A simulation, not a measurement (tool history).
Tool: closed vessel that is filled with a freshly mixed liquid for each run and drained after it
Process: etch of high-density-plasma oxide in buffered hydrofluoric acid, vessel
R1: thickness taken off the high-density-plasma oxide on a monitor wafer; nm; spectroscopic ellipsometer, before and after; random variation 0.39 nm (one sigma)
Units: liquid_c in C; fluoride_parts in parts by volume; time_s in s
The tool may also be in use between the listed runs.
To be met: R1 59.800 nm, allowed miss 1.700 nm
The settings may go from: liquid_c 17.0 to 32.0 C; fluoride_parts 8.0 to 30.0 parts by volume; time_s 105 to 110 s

Run 1, day 0.000: liquid_c 25.0 C, fluoride_parts 21.5 parts by volume, time_s 105 s. Result: R1 94.675 nm.
Run 2, day 0.196: liquid_c 23.5 C, fluoride_parts 22.0 parts by volume, time_s 105 s. Result: R1 85.967 nm.
Run 3, day 0.508: liquid_c 22.0 C, fluoride_parts 22.0 parts by volume, time_s 105 s. Result: R1 78.698 nm.
Run 4, day 0.738: liquid_c 22.0 C, fluoride_parts 24.0 parts by volume, time_s 105 s. Result: R1 73.451 nm.
Run 5, day 1.058: liquid_c 22.0 C, fluoride_parts 21.0 parts by volume, time_s 105 s. Result: R1 81.022 nm.
Run 6, day 1.171: liquid_c 25.0 C, fluoride_parts 21.0 parts by volume, time_s 105 s. Result: R1 94.942 nm.
Run 7, day 1.446: liquid_c 23.5 C, fluoride_parts 21.5 parts by volume, time_s 105 s. Result: R1 87.047 nm.
Run 8, day 1.621: liquid_c 22.0 C, fluoride_parts 21.5 parts by volume, time_s 105 s. Result: R1 79.361 nm.
Run 9, day 1.729: liquid_c 21.0 C, fluoride_parts 21.5 parts by volume, time_s 105 s. Result: R1 74.802 nm.
Run 10, day 2.062: liquid_c 20.0 C, fluoride_parts 21.5 parts by volume, time_s 105 s. Result: R1 70.791 nm.
Run 11, day 2.258: liquid_c 19.5 C, fluoride_parts 21.5 parts by volume, time_s 105 s. Result: R1 69.450 nm.
Run 12, day 2.596: liquid_c 19.0 C, fluoride_parts 21.5 parts by volume, time_s 105 s. Result: R1 67.779 nm.
Run 13, day 2.762: liquid_c 18.5 C, fluoride_parts 21.5 parts by volume, time_s 105 s. Result: R1 65.144 nm.
At day 3.008: hydrofluoric acid flow meter replaced.
Run 14, day 3.008: liquid_c 18.0 C, fluoride_parts 21.5 parts by volume, time_s 105 s. Result: R1 69.880 nm.
Run 15, day 3.104: liquid_c 17.0 C, fluoride_parts 26.0 parts by volume, time_s 105 s. Result: R1 56.795 nm.

4 next moves are on the table. One of them brings every result within its allowed miss. Which?
Run A, day 3.200: liquid_c 17.0 C, fluoride_parts 26.5 parts by volume, time_s 110 s. Result: R1 ?.
Run B, day 3.200: liquid_c 17.0 C, fluoride_parts 30.0 parts by volume, time_s 110 s. Result: R1 ?.
Run C, day 3.200: liquid_c 17.0 C, fluoride_parts 28.5 parts by volume, time_s 110 s. Result: R1 ?.
Run D, day 3.200: liquid_c 17.0 C, fluoride_parts 29.5 parts by volume, time_s 110 s. Result: R1 ?.

move      R1
   A  59.565
   B  54.655
   C  56.635
   D  55.296
A: meets every target
B: further off than the last run
C: further off than the last run
D: further off than the last run
The right move is A.
